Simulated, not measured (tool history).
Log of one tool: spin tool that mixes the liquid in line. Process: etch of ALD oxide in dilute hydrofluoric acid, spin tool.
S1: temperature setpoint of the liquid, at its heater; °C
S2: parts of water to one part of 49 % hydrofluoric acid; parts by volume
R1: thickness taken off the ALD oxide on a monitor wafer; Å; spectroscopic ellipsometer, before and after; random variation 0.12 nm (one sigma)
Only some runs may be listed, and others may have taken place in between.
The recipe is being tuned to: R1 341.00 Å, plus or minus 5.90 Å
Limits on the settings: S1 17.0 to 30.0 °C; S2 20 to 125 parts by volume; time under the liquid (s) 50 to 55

run 1 hour=0.0 | S1=22.0 S2=70 time_under_the_liquid_(s)=50 | R1=218.01
run 2 hour=3.3 | S1=24.0 S2=70 time_under_the_liquid_(s)=50 | R1=235.10
run 3 hour=8.7 | S1=25.5 S2=65 time_under_the_liquid_(s)=50 | R1=272.70
run 4 hour=13.4 | S1=25.5 S2=65 time_under_the_liquid_(s)=55 | R1=300.02
run 5 hour=19.0 | S1=26.5 S2=65 time_under_the_liquid_(s)=55 | R1=310.51
run 6 hour=23.5 | S1=23.5 S2=65 time_under_the_liquid_(s)=55 | R1=274.93
run 7 hour=28.7 | S1=23.5 S2=65 time_under_the_liquid_(s)=55 | R1=277.69
run 8 hour=35.0 | S1=27.5 S2=65 time_under_the_liquid_(s)=55 | R1=321.67
run 9 hour=36.6 | S1=28.0 S2=65 time_under_the_liquid_(s)=55 | R1=329.68

5 next moves are on the table. One of them brings every result within its allowed miss. Which?
run A hour=38.2 | S1=29.0 S2=65 time_under_the_liquid_(s)=55 | R1=?
run B hour=38.2 | S1=30.0 S2=65 time_under_the_liquid_(s)=55 | R1=?
run C hour=38.2 | S1=26.0 S2=60 time_under_the_liquid_(s)=55 | R1=?
run D hour=38.2 | S1=25.5 S2=55 time_under_the_liquid_(s)=55 | R1=?
run E hour=38.2 | S1=27.5 S2=65 time_under_the_liquid_(s)=55 | R1=?

move=A R1=343.72
move=B R1=357.34
move=C R1=333.02
move=D R1=358.48
move=E R1=324.06
A: meets every target
B: takes the result that was furthest off past its target
C: nearer than the last run, and not there yet
D: takes the result that was furthest off past its target
E: its largest miss is bigger than the last run's
The right move is A.

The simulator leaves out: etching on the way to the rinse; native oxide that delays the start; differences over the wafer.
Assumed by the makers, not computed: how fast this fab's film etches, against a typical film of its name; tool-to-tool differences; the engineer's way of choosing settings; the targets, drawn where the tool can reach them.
